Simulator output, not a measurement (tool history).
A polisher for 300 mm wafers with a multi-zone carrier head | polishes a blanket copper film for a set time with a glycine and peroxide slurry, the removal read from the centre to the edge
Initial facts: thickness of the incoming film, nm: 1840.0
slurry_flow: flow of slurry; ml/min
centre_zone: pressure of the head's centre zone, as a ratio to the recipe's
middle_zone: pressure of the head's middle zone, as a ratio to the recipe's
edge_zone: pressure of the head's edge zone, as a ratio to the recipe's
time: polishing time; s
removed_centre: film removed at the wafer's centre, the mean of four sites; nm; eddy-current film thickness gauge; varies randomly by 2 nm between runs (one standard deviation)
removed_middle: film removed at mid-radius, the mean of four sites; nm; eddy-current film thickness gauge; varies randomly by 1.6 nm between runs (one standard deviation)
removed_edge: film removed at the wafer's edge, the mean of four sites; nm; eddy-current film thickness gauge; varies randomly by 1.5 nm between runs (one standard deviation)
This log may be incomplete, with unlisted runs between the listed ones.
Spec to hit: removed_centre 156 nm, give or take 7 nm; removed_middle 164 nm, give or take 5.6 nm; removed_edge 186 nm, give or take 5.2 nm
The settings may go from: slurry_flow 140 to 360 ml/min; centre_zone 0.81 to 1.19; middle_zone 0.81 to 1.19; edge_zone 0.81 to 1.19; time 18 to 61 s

Run 1, hour 0: slurry_flow 230 ml/min, centre_zone 1, middle_zone 1, edge_zone 1, time 39 s. Result: removed_centre 222.09 nm, removed_middle 226.33 nm, removed_edge 230.88 nm.
Run 2, hour 6.4: slurry_flow 230 ml/min, centre_zone 1, middle_zone 1, edge_zone 1, time 31 s. Result: removed_centre 177.34 nm, removed_middle 181.22 nm, removed_edge 183.55 nm.
Run 3, hour 14.1: slurry_flow 220 ml/min, centre_zone 0.97, middle_zone 0.98, edge_zone 1.02, time 31 s. Result: removed_centre 166.51 nm, removed_middle 178.95 nm, removed_edge 182.39 nm.
Run 4, hour 16.1: slurry_flow 245 ml/min, centre_zone 0.97, middle_zone 0.98, edge_zone 1.02, time 31 s. Result: removed_centre 174.24 nm, removed_middle 180.6 nm, removed_edge 185.63 nm.
Run 5, hour 17.5: slurry_flow 280 ml/min, centre_zone 0.97, middle_zone 0.98, edge_zone 1.02, time 31 s. Result: removed_centre 172.56 nm, removed_middle 177.77 nm, removed_edge 188.78 nm.
Run 6, hour 23: slurry_flow 280 ml/min, centre_zone 0.97, middle_zone 1.06, edge_zone 1.02, time 31 s. Result: removed_centre 171.11 nm, removed_middle 196.5 nm, removed_edge 185.98 nm.
Run 7, hour 27.7: slurry_flow 280 ml/min, centre_zone 0.97, middle_zone 1.06, edge_zone 1.02, time 31 s. Result: removed_centre 173.65 nm, removed_middle 191.09 nm, removed_edge 187.82 nm.
Run 8, hour 30.4: slurry_flow 285 ml/min, centre_zone 0.95, middle_zone 1.01, edge_zone 1.03, time 31 s. Result: removed_centre 168.66 nm, removed_middle 183.9 nm, removed_edge 188.34 nm.
Run 9, hour 39.4: slurry_flow 285 ml/min, centre_zone 0.93, middle_zone 0.98, edge_zone 1.03, time 31 s. Result: removed_centre 161.18 nm, removed_middle 182.48 nm, removed_edge 189.48 nm.
Run 10, hour 46.2: slurry_flow 285 ml/min, centre_zone 0.93, middle_zone 0.95, edge_zone 1.03, time 31 s. Result: removed_centre 166.58 nm, removed_middle 176.71 nm, removed_edge 187.73 nm.

Below are 4 possible settings for the next run. Only one of them brings all results inside the allowed miss of their targets. Which is it?
Run A, hour 53: slurry_flow 265 ml/min, centre_zone 0.87, middle_zone 0.89, edge_zone 0.96, time 34 s. Result: removed_centre ?, removed_middle ?, removed_edge ?.
Run B, hour 53: slurry_flow 295 ml/min, centre_zone 0.88, middle_zone 0.98, edge_zone 1.06, time 31 s. Result: removed_centre ?, removed_middle ?, removed_edge ?.
Run C, hour 53: slurry_flow 265 ml/min, centre_zone 0.91, middle_zone 0.92, edge_zone 1.08, time 30 s. Result: removed_centre ?, removed_middle ?, removed_edge ?.
Run D, hour 53: slurry_flow 320 ml/min, centre_zone 1.03, middle_zone 0.87, edge_zone 1.08, time 30 s. Result: removed_centre ?, removed_middle ?, removed_edge ?.

move  removed_centre  removed_middle  removed_edge
   A          170.92          181.89        197.44
   B          159.52          181.52        190.11
   C          157.84           164.9        184.43
   D          182.22          160.08           187
A: misses by more than the last run did
B: misses by more than the last run did
C: every result within its allowed miss
D: the worst result of the last run now meets its target, but another is out of spec
The move that meets every target is C.
